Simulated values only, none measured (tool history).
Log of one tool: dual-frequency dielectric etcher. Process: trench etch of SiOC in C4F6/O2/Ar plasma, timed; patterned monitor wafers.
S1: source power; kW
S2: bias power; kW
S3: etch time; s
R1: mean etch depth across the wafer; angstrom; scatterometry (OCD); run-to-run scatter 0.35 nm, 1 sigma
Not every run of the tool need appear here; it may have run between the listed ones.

| run | hour | S1 | S2 | S3 | R1 |
|---|---|---|---|---|---|
| 1 | 0.0 | 0.420 | 0.249 | 17 | 446.16 |
| 2 | 3.4 | 0.450 | 0.260 | 17 | 466.48 |
| 3 | 6.0 | 0.450 | 0.226 | 17 | 450.32 |
| 4 | 6.9 | 0.450 | 0.268 | 17 | 475.41 |
| 5 | 15.3 | 0.470 | 0.272 | 17 | 484.01 |
| 6 | 22.5 | 0.410 | 0.272 | 17 | 454.25 |

Run 7, settings as shown, results not yet in. Your forecast:
| 7 | 31.3 | 0.440 | 0.278 | 17 | ? |

{"run 7": {"R1": 476.59}}

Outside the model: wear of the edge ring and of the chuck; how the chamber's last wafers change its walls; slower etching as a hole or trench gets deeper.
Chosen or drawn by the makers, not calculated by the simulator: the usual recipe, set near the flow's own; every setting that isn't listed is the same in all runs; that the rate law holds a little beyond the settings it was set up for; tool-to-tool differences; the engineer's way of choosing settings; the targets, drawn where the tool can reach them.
